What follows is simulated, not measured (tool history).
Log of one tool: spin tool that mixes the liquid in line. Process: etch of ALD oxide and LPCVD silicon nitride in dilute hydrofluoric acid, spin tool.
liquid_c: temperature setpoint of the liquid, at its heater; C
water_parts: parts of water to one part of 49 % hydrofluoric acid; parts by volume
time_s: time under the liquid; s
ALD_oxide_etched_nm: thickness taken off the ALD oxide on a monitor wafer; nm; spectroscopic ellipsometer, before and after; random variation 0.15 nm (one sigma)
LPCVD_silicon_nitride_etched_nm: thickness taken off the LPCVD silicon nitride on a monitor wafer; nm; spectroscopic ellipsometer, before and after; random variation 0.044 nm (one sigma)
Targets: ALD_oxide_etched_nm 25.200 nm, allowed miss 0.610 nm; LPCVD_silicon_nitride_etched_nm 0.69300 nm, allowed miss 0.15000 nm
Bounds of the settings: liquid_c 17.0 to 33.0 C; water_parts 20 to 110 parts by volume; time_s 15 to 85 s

| run | hour | liquid_c | water_parts | time_s | ALD_oxide_etched_nm | LPCVD_silicon_nitride_etched_nm |
|---|---|---|---|---|---|---|
| 1 | 0.0 | 25.0 | 60 | 45 | 17.701 | 0.45064 |
| 2 | 1.4 | 27.0 | 60 | 45 | 19.176 | 0.49422 |
| 3 | 2.2 | 29.0 | 60 | 45 | 20.728 | 0.56603 |
| 4 | 5.4 | 30.0 | 60 | 45 | 21.654 | 0.61249 |
| 5 | 6.3 | 31.5 | 60 | 45 | 22.682 | 0.73310 |
| 6 | 14.7 | 31.5 | 70 | 45 | 19.469 | 0.60106 |
| 7 | 15.4 | 31.5 | 65 | 45 | 21.139 | 0.67207 |
| 8 | 20.8 | 31.5 | 60 | 45 | 23.164 | 0.67998 |
| 9 | 21.4 | 32.0 | 60 | 45 | 23.217 | 0.65182 |
| 10 | 25.5 | 33.0 | 55 | 45 | 26.732 | 0.86459 |
| 11 | 28.2 | 32.5 | 55 | 45 | 26.091 | 0.78854 |

4 next moves are on the table. One of them brings every result within its allowed miss. Which?
| A | 30.9 | 19.0 | 20 | 25 | ? | ? |
| B | 30.9 | 27.5 | 40 | 40 | ? | ? |
| C | 30.9 | 29.0 | 45 | 40 | ? | ? |
| D | 30.9 | 18.5 | 20 | 25 | ? | ? |

| move | ALD_oxide_etched_nm | LPCVD_silicon_nitride_etched_nm |
|---|---|---|
| A | 24.172 | 0.42723 |
| B | 26.932 | 0.62759 |
| C | 25.234 | 0.61686 |
| D | 23.648 | 0.41231 |
A: takes the result that was furthest off past its target
B: further off than the last run
C: meets every target
D: takes the result that was furthest off past its target
The right move is C.
